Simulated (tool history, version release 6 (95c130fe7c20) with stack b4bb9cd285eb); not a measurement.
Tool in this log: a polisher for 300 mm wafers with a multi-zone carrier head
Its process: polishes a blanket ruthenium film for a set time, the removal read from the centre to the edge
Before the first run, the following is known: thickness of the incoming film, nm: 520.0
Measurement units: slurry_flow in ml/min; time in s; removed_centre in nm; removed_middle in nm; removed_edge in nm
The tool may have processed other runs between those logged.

run,hour,slurry_flow,centre_zone,middle_zone,edge_zone,time,removed_centre,removed_middle,removed_edge
1,0,270,1,1,1,81,97.67,94.473,102.35
2,1.2,270,1,1,0.92,81,99.159,93.286,99.07
3,7.5,260,0.95,1.01,0.9,66,76.86,76.487,78.433
4,8.9,245,0.9,1,0.89,59,65.018,67.911,70.064
5,14.9,245,0.9,1,0.85,59,66.432,67.993,68.58
6,23,235,0.87,0.99,0.85,54,59.031,60.841,64.434
7,26.2,230,0.85,1,0.84,51,54.42,57.941,59.538
8,29.3,215,0.84,1,0.83,50,52.214,55.206,57.617
# hour 32.1: edge zone pressure recalibrated
9,32.1,200,0.83,1.01,0.83,50,52.134,58.068,53.879
10,40.3,200,0.83,1.01,0.83,50,51.086,56.54,55.499
11,41,200,0.83,1.01,0.83,50,51.3,57.389,54.491
12,43.6,200,0.83,1.01,0.83,50,51.172,56.198,54.355
13,49.1,200,0.83,1.01,0.83,50,51.496,56.901,54.896

Run 14 comes next. What will it give?
14,54,195,0.82,1,0.85,50,?,?,?

For run 14 the tool returned removed_centre 50.478 nm, removed_middle 56.62 nm, removed_edge 54.819 nm.
